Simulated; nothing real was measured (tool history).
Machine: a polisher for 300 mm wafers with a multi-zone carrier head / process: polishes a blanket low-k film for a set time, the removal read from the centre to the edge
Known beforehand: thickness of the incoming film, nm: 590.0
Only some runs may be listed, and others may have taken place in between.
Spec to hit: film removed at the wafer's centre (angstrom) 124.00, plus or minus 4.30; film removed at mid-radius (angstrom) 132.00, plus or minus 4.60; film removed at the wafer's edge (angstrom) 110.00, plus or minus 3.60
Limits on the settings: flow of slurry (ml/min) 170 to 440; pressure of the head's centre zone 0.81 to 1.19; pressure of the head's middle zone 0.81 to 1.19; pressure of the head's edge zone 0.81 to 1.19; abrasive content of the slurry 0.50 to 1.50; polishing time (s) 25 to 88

| run | hour | flow of slurry (ml/min) | pressure of the head's centre zone | pressure of the head's middle zone | pressure of the head's edge zone | abrasive content of the slurry | polishing time (s) | film removed at the wafer's centre (angstrom) | film removed at mid-radius (angstrom) | film removed at the wafer's edge (angstrom) |
|---|---|---|---|---|---|---|---|---|---|---|
| 1 | 0.0 | 280 | 1.00 | 1.00 | 1.00 | 1.00 | 56 | 190.24 | 190.13 | 190.16 |
| 2 | 7.5 | 285 | 1.01 | 1.03 | 0.96 | 0.85 | 53 | 173.73 | 174.05 | 165.34 |
| 3 | 10.9 | 290 | 1.00 | 1.05 | 0.93 | 0.75 | 50 | 153.29 | 159.60 | 145.76 |
| 4 | 14.3 | 290 | 1.00 | 1.06 | 0.91 | 0.70 | 49 | 147.52 | 154.75 | 138.44 |
| 5 | 20.7 | 290 | 1.00 | 1.07 | 0.89 | 0.65 | 48 | 141.38 | 147.41 | 132.31 |
| 6 | 23.0 | 290 | 1.00 | 1.07 | 0.82 | 0.65 | 48 | 142.89 | 148.38 | 127.78 |
| 7 | 29.1 | 290 | 1.00 | 1.08 | 0.82 | 0.60 | 47 | 136.02 | 143.53 | 122.03 |
| 8 | 37.7 | 285 | 1.00 | 1.08 | 0.82 | 0.55 | 46 | 128.47 | 137.72 | 114.70 |
| 9 | 42.7 | 275 | 1.00 | 1.07 | 0.82 | 0.55 | 46 | 125.78 | 132.87 | 114.46 |
| 10 | 50.3 | 275 | 1.00 | 1.08 | 0.82 | 0.55 | 46 | 125.49 | 133.69 | 114.18 |

Of the 4 settings listed for the next run, only one would bring every result within its allowed miss of target. Which one?
| A | 57.9 | 295 | 0.93 | 1.12 | 0.84 | 0.75 | 42 | ? | ? | ? |
| B | 57.9 | 220 | 0.91 | 1.02 | 0.89 | 0.65 | 46 | ? | ? | ? |
| C | 57.9 | 355 | 1.02 | 1.11 | 0.85 | 0.75 | 39 | ? | ? | ? |
| D | 57.9 | 280 | 1.02 | 1.02 | 0.89 | 0.55 | 47 | ? | ? | ? |

| move | film removed at the wafer's centre (angstrom) | film removed at mid-radius (angstrom) | film removed at the wafer's edge (angstrom) |
|---|---|---|---|
| A | 124.59 | 145.81 | 119.59 |
| B | 123.80 | 136.77 | 125.60 |
| C | 127.19 | 136.13 | 112.81 |
| D | 134.52 | 134.29 | 122.78 |
A: lands further from the targets than the last run did
B: lands further from the targets than the last run did
C: meets every target
D: lands further from the targets than the last run did
Go with C: it meets all targets.
